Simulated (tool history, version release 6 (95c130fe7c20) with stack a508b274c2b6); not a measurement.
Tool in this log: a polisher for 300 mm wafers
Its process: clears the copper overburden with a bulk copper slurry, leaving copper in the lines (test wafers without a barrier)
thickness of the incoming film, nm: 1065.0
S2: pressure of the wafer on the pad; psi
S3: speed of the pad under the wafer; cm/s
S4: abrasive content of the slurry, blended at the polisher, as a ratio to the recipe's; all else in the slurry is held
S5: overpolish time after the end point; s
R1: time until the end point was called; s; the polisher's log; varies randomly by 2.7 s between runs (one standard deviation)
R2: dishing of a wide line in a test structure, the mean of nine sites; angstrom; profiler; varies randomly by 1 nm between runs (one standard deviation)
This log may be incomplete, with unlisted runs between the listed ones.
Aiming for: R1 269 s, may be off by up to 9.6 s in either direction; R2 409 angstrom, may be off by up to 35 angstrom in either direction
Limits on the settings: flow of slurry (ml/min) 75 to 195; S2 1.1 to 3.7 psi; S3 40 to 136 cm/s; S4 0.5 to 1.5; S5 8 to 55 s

Run 1, hour 0: flow of slurry (ml/min) 125, S2 2.4 psi, S3 88 cm/s, S4 1, S5 28 s. Result: R1 136.33 s, R2 513.86 angstrom.
Run 2, hour 3.3: flow of slurry (ml/min) 125, S2 2.2 psi, S3 86 cm/s, S4 1, S5 26 s. Result: R1 150.1 s, R2 480.45 angstrom.
Run 3, hour 7.9: flow of slurry (ml/min) 125, S2 2.2 psi, S3 86 cm/s, S4 1, S5 36 s. Result: R1 151.25 s, R2 480.88 angstrom.
Run 4, hour 10: flow of slurry (ml/min) 120, S2 2.1 psi, S3 84 cm/s, S4 1, S5 35 s. Result: R1 157.37 s, R2 484.19 angstrom.
Run 5, hour 17.5: flow of slurry (ml/min) 120, S2 2 psi, S3 82 cm/s, S4 1, S5 35 s. Result: R1 169.17 s, R2 469.67 angstrom.
At hour 22.8: worn pad replaced by a new one.
Run 6, hour 22.8: flow of slurry (ml/min) 120, S2 1.9 psi, S3 80 cm/s, S4 1, S5 36 s. Result: R1 165.82 s, R2 479.41 angstrom.
Run 7, hour 26.7: flow of slurry (ml/min) 120, S2 1.8 psi, S3 76 cm/s, S4 0.95, S5 33 s. Result: R1 186.35 s, R2 494.85 angstrom.
Run 8, hour 27.2: flow of slurry (ml/min) 115, S2 1.7 psi, S3 72 cm/s, S4 1, S5 34 s. Result: R1 198.3 s, R2 459.23 angstrom.
Run 9, hour 33.9: flow of slurry (ml/min) 115, S2 1.6 psi, S3 70 cm/s, S4 1, S5 34 s. Result: R1 217.88 s, R2 460.16 angstrom.
Run 10, hour 35.3: flow of slurry (ml/min) 115, S2 1.5 psi, S3 70 cm/s, S4 1, S5 34 s. Result: R1 226.68 s, R2 473.87 angstrom.
Run 11, hour 36.2: flow of slurry (ml/min) 110, S2 1.5 psi, S3 70 cm/s, S4 1.05, S5 35 s. Result: R1 226.53 s, R2 449.22 angstrom.

Next run, 5 choices. One meets every target within its allowed miss, the rest don't. Which?
Run A, hour 37.1: flow of slurry (ml/min) 75, S2 1.4 psi, S3 60 cm/s, S4 1.5, S5 30 s. Result: R1 ?, R2 ?.
Run B, hour 37.1: flow of slurry (ml/min) 115, S2 1.8 psi, S3 74 cm/s, S4 1.25, S5 55 s. Result: R1 ?, R2 ?.
Run C, hour 37.1: flow of slurry (ml/min) 100, S2 1.9 psi, S3 76 cm/s, S4 0.95, S5 49 s. Result: R1 ?, R2 ?.
Run D, hour 37.1: flow of slurry (ml/min) 110, S2 1.2 psi, S3 62 cm/s, S4 0.95, S5 34 s. Result: R1 ?, R2 ?.
Run E, hour 37.1: flow of slurry (ml/min) 90, S2 1.2 psi, S3 74 cm/s, S4 0.9, S5 28 s. Result: R1 ?, R2 ?.

move      R1      R2
   A  289.32  407.03
   B  180.52  503.65
   C  183.58  503.99
   D  293.67  416.95
   E   264.6  404.79
A: pushes the last run's worst result past its target
B: its largest miss is bigger than the last run's
C: its largest miss is bigger than the last run's
D: pushes the last run's worst result past its target
E: all results in spec
The right move is E.
